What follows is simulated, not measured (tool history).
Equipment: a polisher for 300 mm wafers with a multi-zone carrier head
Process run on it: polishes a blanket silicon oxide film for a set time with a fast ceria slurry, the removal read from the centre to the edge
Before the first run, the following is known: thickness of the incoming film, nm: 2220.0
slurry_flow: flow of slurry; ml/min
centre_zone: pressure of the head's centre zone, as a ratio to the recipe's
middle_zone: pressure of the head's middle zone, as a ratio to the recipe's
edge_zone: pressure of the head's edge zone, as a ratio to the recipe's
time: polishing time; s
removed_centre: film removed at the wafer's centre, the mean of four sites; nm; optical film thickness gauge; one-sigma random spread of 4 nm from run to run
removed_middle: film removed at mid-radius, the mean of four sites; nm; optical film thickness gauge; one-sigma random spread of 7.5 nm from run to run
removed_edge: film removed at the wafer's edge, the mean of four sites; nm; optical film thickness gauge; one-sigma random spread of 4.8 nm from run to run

run	hour	slurry_flow	centre_zone	middle_zone	edge_zone	time	removed_centre	removed_middle	removed_edge
1	0.0	250	1.00	1.00	1.00	44	843.92	730.50	751.67
2	5.4	250	0.99	1.00	0.97	42	802.58	689.61	715.23
3	10.4	250	0.99	1.00	0.97	51	979.41	845.22	870.55
4	12.5	250	0.98	1.01	0.95	47	896.70	786.66	798.71
5	18.6	250	0.98	1.01	0.95	58	1101.40	975.87	972.53
# hour 27.4: centre zone pressure recalibrated
6	27.4	250	0.98	1.06	0.95	58	1005.40	1034.60	963.22
7	29.1	245	1.00	1.06	0.95	53	934.73	920.96	890.77
8	33.7	260	1.00	1.06	0.92	48	849.42	842.91	793.22

The next listed run, before its measurement:
9	39.0	250	1.01	1.06	0.91	45	?	?	?

{"run 9": {"removed_centre": 808.67, "removed_middle": 793.92, "removed_edge": 738.06}}
